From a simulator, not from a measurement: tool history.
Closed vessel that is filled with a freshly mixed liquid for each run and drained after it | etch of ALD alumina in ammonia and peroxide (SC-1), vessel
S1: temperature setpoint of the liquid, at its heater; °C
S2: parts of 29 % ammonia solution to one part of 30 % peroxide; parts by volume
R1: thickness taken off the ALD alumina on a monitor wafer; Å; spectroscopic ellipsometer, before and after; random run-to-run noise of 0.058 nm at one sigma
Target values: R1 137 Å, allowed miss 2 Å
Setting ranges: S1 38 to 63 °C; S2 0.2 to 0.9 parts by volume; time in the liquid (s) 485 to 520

run 1 hour=0 | S1=47 S2=0.5 time_in_the_liquid_(s)=485 | R1=236.23
run 2 hour=7.8 | S1=46 S2=0.5 time_in_the_liquid_(s)=485 | R1=223.23
run 3 hour=13.7 | S1=46 S2=0.5 time_in_the_liquid_(s)=520 | R1=239.34
run 4 hour=21.3 | S1=53 S2=0.5 time_in_the_liquid_(s)=520 | R1=351.88
run 5 hour=23.9 | S1=53 S2=0.35 time_in_the_liquid_(s)=520 | R1=337.85
run 6 hour=31.4 | S1=51 S2=0.35 time_in_the_liquid_(s)=515 | R1=302.8
run 7 hour=39.1 | S1=43 S2=0.2 time_in_the_liquid_(s)=485 | R1=171.91
run 8 hour=41.5 | S1=42.5 S2=0.2 time_in_the_liquid_(s)=485 | R1=165.75
run 9 hour=44.9 | S1=42 S2=0.2 time_in_the_liquid_(s)=485 | R1=162.23
run 10 hour=49.2 | S1=41.5 S2=0.2 time_in_the_liquid_(s)=485 | R1=157.16
run 11 hour=58.1 | S1=41 S2=0.2 time_in_the_liquid_(s)=485 | R1=151.96
run 12 hour=65 | S1=41 S2=0.2 time_in_the_liquid_(s)=485 | R1=153.41
run 13 hour=72.6 | S1=40.5 S2=0.2 time_in_the_liquid_(s)=485 | R1=148
run 14 hour=75.5 | S1=39.5 S2=0.2 time_in_the_liquid_(s)=485 | R1=139.21

Pick the move, out of 5, that brings all results within their allowed miss; only one does.
run A hour=78.4 | S1=39 S2=0.25 time_in_the_liquid_(s)=495 | R1=?
run B hour=78.4 | S1=38.5 S2=0.3 time_in_the_liquid_(s)=485 | R1=?
run C hour=78.4 | S1=39 S2=0.3 time_in_the_liquid_(s)=485 | R1=?
run D hour=78.4 | S1=38.5 S2=0.2 time_in_the_liquid_(s)=520 | R1=?
run E hour=78.4 | S1=39 S2=0.25 time_in_the_liquid_(s)=490 | R1=?

move=A R1=142.41
move=B R1=137.83
move=C R1=141.99
move=D R1=142.13
move=E R1=140.97
A: lands further from the targets than the last run did
B: all results in spec
C: lands further from the targets than the last run did
D: lands further from the targets than the last run did
E: lands further from the targets than the last run did
The right move is B.
